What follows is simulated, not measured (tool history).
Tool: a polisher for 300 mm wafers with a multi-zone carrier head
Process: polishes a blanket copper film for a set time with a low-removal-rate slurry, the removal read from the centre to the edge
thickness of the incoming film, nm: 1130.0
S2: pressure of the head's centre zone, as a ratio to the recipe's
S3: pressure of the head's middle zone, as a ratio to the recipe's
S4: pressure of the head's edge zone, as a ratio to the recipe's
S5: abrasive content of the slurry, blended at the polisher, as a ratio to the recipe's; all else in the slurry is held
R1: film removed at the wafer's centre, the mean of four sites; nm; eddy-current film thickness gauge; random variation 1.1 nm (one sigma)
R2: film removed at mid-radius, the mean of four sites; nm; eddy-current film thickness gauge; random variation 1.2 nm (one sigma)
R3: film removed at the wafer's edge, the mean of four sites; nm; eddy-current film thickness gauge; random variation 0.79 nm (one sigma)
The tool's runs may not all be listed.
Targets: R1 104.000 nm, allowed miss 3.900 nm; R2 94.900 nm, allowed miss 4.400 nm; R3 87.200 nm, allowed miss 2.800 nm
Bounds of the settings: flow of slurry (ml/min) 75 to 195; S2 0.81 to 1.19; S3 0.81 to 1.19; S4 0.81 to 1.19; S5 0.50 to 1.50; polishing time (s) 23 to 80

{"run": 1, "day": 0.0, "flow of slurry (ml/min)": 125, "S2": 1.0, "S3": 1.0, "S4": 1.0, "S5": 1.0, "polishing time (s)": 51, "R1": 102.63, "R2": 103.65, "R3": 102.47}
{"run": 2, "day": 0.2, "flow of slurry (ml/min)": 120, "S2": 1.03, "S3": 1.0, "S4": 0.94, "S5": 0.95, "polishing time (s)": 51, "R1": 103.61, "R2": 100.58, "R3": 98.477}
{"run": 3, "day": 0.275, "flow of slurry (ml/min)": 115, "S2": 1.06, "S3": 1.01, "S4": 0.9, "S5": 0.9, "polishing time (s)": 51, "R1": 105.5, "R2": 101.18, "R3": 94.366}
{"run": 4, "day": 0.65, "flow of slurry (ml/min)": 110, "S2": 1.07, "S3": 1.0, "S4": 0.88, "S5": 0.85, "polishing time (s)": 51, "R1": 102.34, "R2": 96.675, "R3": 91.537}
{"run": 5, "day": 0.808, "flow of slurry (ml/min)": 110, "S2": 1.07, "S3": 1.0, "S4": 0.88, "S5": 0.85, "polishing time (s)": 56, "R1": 111.22, "R2": 106.53, "R3": 100.41}
{"run": 6, "day": 1.171, "flow of slurry (ml/min)": 110, "S2": 1.07, "S3": 1.0, "S4": 0.88, "S5": 1.0, "polishing time (s)": 56, "R1": 115.97, "R2": 109.61, "R3": 104.44}
{"run": 7, "day": 1.45, "flow of slurry (ml/min)": 105, "S2": 1.09, "S3": 1.0, "S4": 0.86, "S5": 0.85, "polishing time (s)": 55, "R1": 109.8, "R2": 101.83, "R3": 95.458}
{"run": 8, "day": 1.675, "flow of slurry (ml/min)": 95, "S2": 1.1, "S3": 1.0, "S4": 0.84, "S5": 0.85, "polishing time (s)": 55, "R1": 108.44, "R2": 100.55, "R3": 95.928}
{"run": 9, "day": 1.921, "flow of slurry (ml/min)": 95, "S2": 1.11, "S3": 1.0, "S4": 0.83, "S5": 0.75, "polishing time (s)": 55, "R1": 107.86, "R2": 96.109, "R3": 92.625}

Which of these 5 next moves meets every target?
{"run": "A", "day": 2.167, "flow of slurry (ml/min)": 105, "S2": 1.12, "S3": 1.01, "S4": 0.81, "S5": 0.75, "polishing time (s)": 48, "R1": "?", "R2": "?", "R3": "?"}
{"run": "B", "day": 2.167, "flow of slurry (ml/min)": 115, "S2": 1.18, "S3": 1.1, "S4": 0.81, "S5": 1.0, "polishing time (s)": 44, "R1": "?", "R2": "?", "R3": "?"}
{"run": "C", "day": 2.167, "flow of slurry (ml/min)": 100, "S2": 1.11, "S3": 1.0, "S4": 0.81, "S5": 0.75, "polishing time (s)": 53, "R1": "?", "R2": "?", "R3": "?"}
{"run": "D", "day": 2.167, "flow of slurry (ml/min)": 115, "S2": 1.02, "S3": 1.18, "S4": 0.81, "S5": 0.85, "polishing time (s)": 47, "R1": "?", "R2": "?", "R3": "?"}
{"run": "E", "day": 2.167, "flow of slurry (ml/min)": 120, "S2": 1.18, "S3": 1.1, "S4": 0.81, "S5": 0.85, "polishing time (s)": 45, "R1": "?", "R2": "?", "R3": "?"}

move=A R1=98.717 R2=86.265 R3=81.991
move=B R1=104.600 R2=92.856 R3=81.423
move=C R1=106.420 R2=93.256 R3=89.759
move=D R1=93.000 R2=101.590 R3=83.702
move=E R1=104.230 R2=92.399 R3=80.779
A: takes the result that was furthest off past its target
B: takes the result that was furthest off past its target
C: meets every target
D: takes the result that was furthest off past its target
E: takes the result that was furthest off past its target
Move C is the one to make.
